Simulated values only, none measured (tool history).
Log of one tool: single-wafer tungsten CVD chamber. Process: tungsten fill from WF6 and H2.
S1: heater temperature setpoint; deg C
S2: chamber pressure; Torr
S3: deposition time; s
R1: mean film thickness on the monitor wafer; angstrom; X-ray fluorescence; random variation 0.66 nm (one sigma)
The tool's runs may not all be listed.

run 1 day=0.000 | S1=375 S2=46.1 S3=40.0 | R1=846.85
run 2 day=0.108 | S1=381 S2=46.4 S3=40.0 | R1=975.53
run 3 day=0.404 | S1=389 S2=46.4 S3=40.0 | R1=1156.60
run 4 day=0.567 | S1=390 S2=46.4 S3=40.0 | R1=1173.30
run 5 day=0.888 | S1=395 S2=46.4 S3=40.0 | R1=1323.50
run 6 day=1.083 | S1=399 S2=46.4 S3=40.0 | R1=1417.10

Run 7 comes next. What will it give?
run 7 day=1.108 | S1=397 S2=46.3 S3=40.0 | R1=?

{"run 7": {"R1": 1377.0}}
